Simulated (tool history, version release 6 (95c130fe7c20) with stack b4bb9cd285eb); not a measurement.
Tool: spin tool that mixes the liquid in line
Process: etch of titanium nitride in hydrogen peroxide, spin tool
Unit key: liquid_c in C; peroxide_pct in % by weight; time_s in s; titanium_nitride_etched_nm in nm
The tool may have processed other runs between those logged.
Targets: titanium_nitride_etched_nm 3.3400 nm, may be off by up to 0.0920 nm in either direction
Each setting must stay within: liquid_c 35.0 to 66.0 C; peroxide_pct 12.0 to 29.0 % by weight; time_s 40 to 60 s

run,hour,liquid_c,peroxide_pct,time_s,titanium_nitride_etched_nm
1,0.0,51.0,19.5,60,4.6340
2,4.6,51.0,19.5,60,4.6537
3,5.3,49.5,19.5,60,4.1781
4,7.9,47.0,19.5,60,3.4770
5,13.7,40.5,19.5,60,2.0968
6,22.5,40.5,17.5,60,2.0619
7,28.7,42.5,17.5,60,2.3948
8,33.4,48.0,17.5,60,3.6521
# hour 36.2: heated supply line repaired
9,36.2,47.5,17.5,60,4.2696
10,42.2,46.5,17.5,60,3.9544
11,47.9,43.5,17.5,60,3.1727

Exactly one of the 5 candidate moves below puts every result within its allowed miss. Which one?
A,53.6,44.0,20.5,55,?
B,53.6,50.0,16.5,40,?
C,53.6,43.5,20.5,55,?
D,53.6,43.0,17.5,60,?
E,53.6,42.0,18.0,60,?

move,titanium_nitride_etched_nm
A,3.1012
B,3.3490
C,2.9869
D,3.0337
E,2.8294
A: misses by more than the last run did
B: each result inside its tolerance
C: misses by more than the last run did
D: misses by more than the last run did
E: misses by more than the last run did
Correct choice: B, which meets every target
